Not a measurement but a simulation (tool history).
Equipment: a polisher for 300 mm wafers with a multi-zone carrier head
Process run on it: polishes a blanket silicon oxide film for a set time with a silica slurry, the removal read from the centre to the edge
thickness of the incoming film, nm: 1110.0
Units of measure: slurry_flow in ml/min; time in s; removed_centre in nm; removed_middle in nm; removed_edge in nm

run,hour,slurry_flow,centre_zone,middle_zone,edge_zone,slurry_solids,time,removed_centre,removed_middle,removed_edge
1,0,165,1,1,1,1,78,197.17,192.83,188.44
2,0.8,165,1,0.97,1,1,78,191.14,187.83,186.95
3,7.8,165,1,0.97,1.07,1,78,192.36,191.47,195.55
4,12.1,165,1,0.97,1.02,1,78,193.49,187.23,187.95
5,20.7,165,1,1.05,1.02,1,78,194.92,203.23,187.55
6,22.8,165,1,1.13,1.02,1,78,191.83,215.71,187.18
7,26.2,160,0.99,1.11,1,0.95,76,179.7,200.89,176.98
8,28.6,160,0.99,1.1,0.98,0.9,74,173.11,191.22,166.52
9,33.4,155,0.98,1.08,0.97,0.85,73,162.32,177.93,158.45
10,34.6,155,0.97,1.07,0.96,0.8,72,153.29,169.01,149.57
11,40.4,155,0.96,1.05,0.95,0.75,72,146.04,160.58,145.74
12,46.8,155,0.96,1.04,0.94,0.7,71,139.38,152.08,139.55
13,51.9,155,0.96,1.03,0.93,0.7,71,140.63,150.97,137.11
14,60.2,155,0.95,1.02,0.92,0.7,71,141.54,149.54,133.87
15,65.7,105,0.85,0.92,0.89,0.5,71,91.158,102.55,102.53
16,68,115,0.85,0.92,0.88,0.5,71,95.507,107.13,106.43

Run 17, settings as shown, results not yet in. Your forecast:
17,68.8,120,0.86,0.92,0.87,0.5,71,?,?,?

removed_centre: 95.416 nm
removed_middle: 106.88 nm
removed_edge: 106.9 nm
